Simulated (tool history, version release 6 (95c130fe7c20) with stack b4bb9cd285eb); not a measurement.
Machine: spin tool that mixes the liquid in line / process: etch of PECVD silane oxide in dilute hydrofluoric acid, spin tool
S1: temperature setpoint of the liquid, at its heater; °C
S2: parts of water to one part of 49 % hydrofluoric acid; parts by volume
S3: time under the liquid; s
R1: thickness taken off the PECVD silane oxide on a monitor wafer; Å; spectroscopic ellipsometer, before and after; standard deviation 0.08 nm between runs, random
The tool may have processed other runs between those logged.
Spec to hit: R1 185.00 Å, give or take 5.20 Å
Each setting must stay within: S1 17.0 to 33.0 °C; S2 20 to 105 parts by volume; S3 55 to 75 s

run  hour    S1  S2  S3      R1
  1   0.0  25.0  55  75  316.28
  2   1.0  25.0  65  75  261.97
  3   4.3  23.5  65  75  247.10
  4   8.7  22.5  65  75  236.79
  5  14.6  20.5  65  75  218.93
  6  21.2  20.5  50  75  290.01
  7  27.6  20.0  55  75  259.57
  8  33.4  17.0  70  75  174.94
  9  35.4  17.5  70  75  178.59

Which of these 4 next moves meets every target?
  A  37.4  17.0  65  70   ?
  B  37.4  19.0  70  70   ?
  C  37.4  18.5  70  75   ?
  D  37.4  18.5  75  75   ?

move      R1
   A  176.82
   B  177.66
   C  186.40
   D  172.97
A: further off than the last run
B: further off than the last run
C: all results in spec
D: further off than the last run
Answer: C
